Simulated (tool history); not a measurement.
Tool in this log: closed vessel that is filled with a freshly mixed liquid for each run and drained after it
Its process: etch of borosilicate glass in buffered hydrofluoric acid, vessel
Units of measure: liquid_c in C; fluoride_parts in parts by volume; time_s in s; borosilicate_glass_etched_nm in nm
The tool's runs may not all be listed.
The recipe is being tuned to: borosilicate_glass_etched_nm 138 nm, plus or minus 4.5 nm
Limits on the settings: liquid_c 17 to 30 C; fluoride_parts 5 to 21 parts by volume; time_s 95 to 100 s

{"run": 1, "hour": 0.0, "liquid_c": 22, "fluoride_parts": 13, "time_s": 95, "borosilicate_glass_etched_nm": 91.612}
{"run": 2, "hour": 5.3, "liquid_c": 25, "fluoride_parts": 13, "time_s": 95, "borosilicate_glass_etched_nm": 108.07}
{"run": 3, "hour": 10.9, "liquid_c": 25, "fluoride_parts": 13, "time_s": 95, "borosilicate_glass_etched_nm": 108.96}
{"run": 4, "hour": 17.9, "liquid_c": 22.5, "fluoride_parts": 13, "time_s": 95, "borosilicate_glass_etched_nm": 94.035}
{"run": 5, "hour": 24.2, "liquid_c": 23.5, "fluoride_parts": 13, "time_s": 95, "borosilicate_glass_etched_nm": 97.409}
{"run": 6, "hour": 31.6, "liquid_c": 23.5, "fluoride_parts": 16, "time_s": 95, "borosilicate_glass_etched_nm": 80.189}
{"run": 7, "hour": 34.7, "liquid_c": 24.5, "fluoride_parts": 15.5, "time_s": 95, "borosilicate_glass_etched_nm": 88.075}
{"run": 8, "hour": 36.0, "liquid_c": 25.5, "fluoride_parts": 15, "time_s": 95, "borosilicate_glass_etched_nm": 94.284}
{"run": 9, "hour": 38.9, "liquid_c": 25.5, "fluoride_parts": 15, "time_s": 95, "borosilicate_glass_etched_nm": 93.448}
{"run": 10, "hour": 47.5, "liquid_c": 26.5, "fluoride_parts": 14.5, "time_s": 95, "borosilicate_glass_etched_nm": 103.97}
{"run": 11, "hour": 56.6, "liquid_c": 27, "fluoride_parts": 14, "time_s": 95, "borosilicate_glass_etched_nm": 109.42}
{"run": 12, "hour": 58.1, "liquid_c": 27, "fluoride_parts": 14, "time_s": 95, "borosilicate_glass_etched_nm": 110.23}

4 next moves are on the table. One of them brings every result within its allowed miss. Which?
{"run": "A", "hour": 59.6, "liquid_c": 26.5, "fluoride_parts": 11.5, "time_s": 95, "borosilicate_glass_etched_nm": "?"}
{"run": "B", "hour": 59.6, "liquid_c": 27.5, "fluoride_parts": 13.5, "time_s": 100, "borosilicate_glass_etched_nm": "?"}
{"run": "C", "hour": 59.6, "liquid_c": 28.5, "fluoride_parts": 11.5, "time_s": 100, "borosilicate_glass_etched_nm": "?"}
{"run": "D", "hour": 59.6, "liquid_c": 28.5, "fluoride_parts": 12, "time_s": 95, "borosilicate_glass_etched_nm": "?"}

move=A borosilicate_glass_etched_nm=129.97
move=B borosilicate_glass_etched_nm=123.08
move=C borosilicate_glass_etched_nm=151.84
move=D borosilicate_glass_etched_nm=138.33
A: closer than the last run, but not yet in spec
B: closer than the last run, but not yet in spec
C: the result that was furthest off in the last run now lies on the other side of its target
D: meets every target
D meets every target.

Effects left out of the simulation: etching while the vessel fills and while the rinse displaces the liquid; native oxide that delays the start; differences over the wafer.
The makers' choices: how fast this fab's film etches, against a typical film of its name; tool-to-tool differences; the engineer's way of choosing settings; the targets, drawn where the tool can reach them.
